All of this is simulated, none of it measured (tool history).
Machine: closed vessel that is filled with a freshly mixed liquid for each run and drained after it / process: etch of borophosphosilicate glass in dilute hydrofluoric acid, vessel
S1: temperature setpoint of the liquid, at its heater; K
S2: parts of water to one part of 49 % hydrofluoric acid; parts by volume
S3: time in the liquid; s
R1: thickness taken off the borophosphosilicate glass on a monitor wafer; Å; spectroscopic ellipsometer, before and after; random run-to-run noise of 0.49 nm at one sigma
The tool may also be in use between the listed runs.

run 1 hour=0.0 | S1=297.15 S2=285 S3=540 | R1=491.00
run 2 hour=3.2 | S1=299.15 S2=225 S3=540 | R1=711.91
run 3 hour=6.5 | S1=299.15 S2=150 S3=540 | R1=1160.20
run 4 hour=11.7 | S1=300.65 S2=145 S3=540 | R1=1279.40
run 5 hour=13.0 | S1=301.65 S2=145 S3=540 | R1=1324.20
run 6 hour=18.7 | S1=302.65 S2=145 S3=540 | R1=1373.60
run 7 hour=23.4 | S1=303.15 S2=145 S3=540 | R1=1394.60
run 8 hour=29.7 | S1=303.65 S2=145 S3=540 | R1=1422.20

The next listed run, before its measurement:
run 9 hour=34.8 | S1=304.15 S2=145 S3=540 | R1=?

{"run 9": {"R1": 1453.1}}
